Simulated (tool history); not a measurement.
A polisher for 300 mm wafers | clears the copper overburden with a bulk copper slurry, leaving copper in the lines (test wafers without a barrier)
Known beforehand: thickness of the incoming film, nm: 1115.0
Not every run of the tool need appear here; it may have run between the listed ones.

run	hour	flow of slurry (ml/min)	pressure of the wafer on the pad (kPa)	speed of the pad under the wafer (m/s)	abrasive content of the slurry	overpolish time after the end point (s)	time until the end point was called (s)	dishing of a wide line in a test structure (nm)
1	0.0	310	23.4	0.90	1.0	26	128.520	108.180
2	6.8	310	23.4	1.12	1.0	26	105.310	118.580
3	10.8	310	23.4	1.12	1.0	16	106.120	90.768
4	12.0	310	23.4	1.28	1.0	16	91.337	95.277
# hour 12.8: slurry nozzle cleaned
5	12.8	310	23.4	1.16	1.0	16	96.447	97.454
6	17.3	380	23.4	1.16	1.0	16	92.546	96.540
7	23.6	375	24.1	1.14	1.0	18	93.692	107.210
8	31.6	375	24.1	1.14	1.0	18	94.638	106.510

Run 9 is up next; what results do you expect?
9	34.2	380	24.8	1.12	1.0	19	?	?

Run 9 came out at time until the end point was called (s) 95.055, dishing of a wide line in a test structure (nm) 108.190.
